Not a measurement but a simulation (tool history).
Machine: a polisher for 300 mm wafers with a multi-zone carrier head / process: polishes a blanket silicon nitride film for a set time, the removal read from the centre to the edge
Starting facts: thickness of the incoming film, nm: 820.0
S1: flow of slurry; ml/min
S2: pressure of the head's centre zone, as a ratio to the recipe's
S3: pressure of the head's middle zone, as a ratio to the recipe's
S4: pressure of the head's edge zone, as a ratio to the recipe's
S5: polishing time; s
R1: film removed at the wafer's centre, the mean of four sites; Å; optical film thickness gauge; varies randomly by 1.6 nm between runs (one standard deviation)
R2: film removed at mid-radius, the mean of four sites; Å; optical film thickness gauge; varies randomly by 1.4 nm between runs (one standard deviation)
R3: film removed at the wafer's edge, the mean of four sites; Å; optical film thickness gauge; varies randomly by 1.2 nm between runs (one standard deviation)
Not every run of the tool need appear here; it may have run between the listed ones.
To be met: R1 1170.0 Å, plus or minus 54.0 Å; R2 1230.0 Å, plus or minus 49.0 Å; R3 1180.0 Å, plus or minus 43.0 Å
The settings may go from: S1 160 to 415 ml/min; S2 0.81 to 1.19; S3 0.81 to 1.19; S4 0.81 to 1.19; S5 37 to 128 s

{"run": 1, "day": 0.0, "S1": 265, "S2": 1.0, "S3": 1.0, "S4": 1.0, "S5": 82, "R1": 1520.0, "R2": 1576.8, "R3": 1557.7}
{"run": 2, "day": 0.125, "S1": 265, "S2": 0.99, "S3": 0.99, "S4": 0.97, "S5": 78, "R1": 1425.6, "R2": 1492.3, "R3": 1449.1}
{"run": 3, "day": 0.242, "S1": 265, "S2": 0.98, "S3": 0.97, "S4": 0.95, "S5": 76, "R1": 1392.9, "R2": 1453.8, "R3": 1441.8}
{"run": 4, "day": 0.442, "S1": 215, "S2": 0.98, "S3": 0.97, "S4": 0.95, "S5": 76, "R1": 1332.7, "R2": 1365.2, "R3": 1367.8}
{"run": 5, "day": 0.704, "S1": 215, "S2": 0.93, "S3": 0.97, "S4": 0.95, "S5": 76, "R1": 1263.6, "R2": 1398.3, "R3": 1401.7}
{"run": 6, "day": 0.883, "S1": 210, "S2": 0.94, "S3": 0.97, "S4": 0.93, "S5": 74, "R1": 1220.6, "R2": 1330.3, "R3": 1322.0}
{"run": 7, "day": 0.958, "S1": 200, "S2": 0.95, "S3": 0.97, "S4": 0.91, "S5": 73, "R1": 1238.7, "R2": 1311.4, "R3": 1278.5}
{"run": 8, "day": 1.329, "S1": 195, "S2": 0.95, "S3": 0.97, "S4": 0.9, "S5": 72, "R1": 1203.2, "R2": 1293.4, "R3": 1270.9}
{"run": 9, "day": 1.408, "S1": 190, "S2": 0.96, "S3": 0.97, "S4": 0.89, "S5": 71, "R1": 1190.8, "R2": 1251.6, "R3": 1240.1}

Which single option among these 5 for the next run brings every result within its allowed miss of target? Just one does.
{"run": "A", "day": 1.488, "S1": 215, "S2": 0.89, "S3": 0.88, "S4": 0.91, "S5": 74, "R1": "?", "R2": "?", "R3": "?"}
{"run": "B", "day": 1.488, "S1": 205, "S2": 0.89, "S3": 1.04, "S4": 0.93, "S5": 67, "R1": "?", "R2": "?", "R3": "?"}
{"run": "C", "day": 1.488, "S1": 185, "S2": 0.89, "S3": 1.03, "S4": 0.97, "S5": 72, "R1": "?", "R2": "?", "R3": "?"}
{"run": "D", "day": 1.488, "S1": 175, "S2": 0.98, "S3": 1.0, "S4": 0.87, "S5": 70, "R1": "?", "R2": "?", "R3": "?"}
{"run": "E", "day": 1.488, "S1": 185, "S2": 0.9, "S3": 0.93, "S4": 0.93, "S5": 75, "R1": "?", "R2": "?", "R3": "?"}

move=A R1=1144.8 R2=1222.3 R3=1331.3
move=B R1=1028.9 R2=1263.3 R3=1208.2
move=C R1=1083.5 R2=1322.4 R3=1307.1
move=D R1=1146.7 R2=1240.1 R3=1199.3
move=E R1=1140.7 R2=1264.1 R3=1336.6
A: misses by more than the last run did
B: the worst result of the last run now meets its target, but another is out of spec
C: misses by more than the last run did
D: all results land within tolerance of their targets
E: misses by more than the last run did
Move D is the one to make.
